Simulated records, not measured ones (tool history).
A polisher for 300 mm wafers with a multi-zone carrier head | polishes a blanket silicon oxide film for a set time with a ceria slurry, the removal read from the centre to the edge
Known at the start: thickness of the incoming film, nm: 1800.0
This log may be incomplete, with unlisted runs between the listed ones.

run	hour	flow of slurry (ml/min)	pressure of the head's centre zone	pressure of the head's middle zone	pressure of the head's edge zone	polishing time (s)	film removed at the wafer's centre (angstrom)	film removed at mid-radius (angstrom)	film removed at the wafer's edge (angstrom)
1	0	240	1	1	1	89	3376.3	3235.9	3332.5
2	7.3	235	0.99	0.99	0.98	83	3099.6	3009.8	3071.4
3	9.1	235	0.99	0.93	0.98	83	3140.9	2871	3110.7
4	12.4	290	0.99	0.93	0.98	83	3207.8	2888.2	3111
5	18	320	0.99	0.93	0.98	83	3264.4	3007.4	3204.2
6	23.1	320	0.99	0.93	1.06	83	3230.1	2974.2	3265.5
7	31.6	315	0.98	0.93	1.04	77	2967.3	2726.1	3014.6
8	35.5	310	0.97	0.93	1.02	72	2768.6	2549	2781.8
9	44.1	305	0.95	0.93	1	69	2554.8	2490.7	2666.2
10	51.9	300	0.95	0.92	0.98	66	2441.8	2375.9	2483.8
11	54.7	290	0.94	0.91	0.97	64	2339.7	2225.2	2415.7
12	60.8	285	0.93	0.9	0.95	62	2204.4	2127.8	2294.4
13	67.3	285	0.92	0.89	0.93	61	2173	2089.5	2255.5
14	75.5	280	0.91	0.89	0.92	60	2116.9	2071.8	2235.3
15	84.4	275	0.91	0.89	0.91	59	2049.7	2017	2139.7
16	85.3	270	0.91	0.88	0.9	58	2051.2	1966.6	2093.3
17	93.6	265	0.9	0.87	0.89	58	2020.5	1928	2132

What will run 18 give?
18	95.8	265	0.9	0.87	0.88	57	?	?	?

{"run 18": {"film removed at the wafer's centre (angstrom)": 1943.2, "film removed at mid-radius (angstrom)": 1917.6, "film removed at the wafer's edge (angstrom)": 2023.9}}

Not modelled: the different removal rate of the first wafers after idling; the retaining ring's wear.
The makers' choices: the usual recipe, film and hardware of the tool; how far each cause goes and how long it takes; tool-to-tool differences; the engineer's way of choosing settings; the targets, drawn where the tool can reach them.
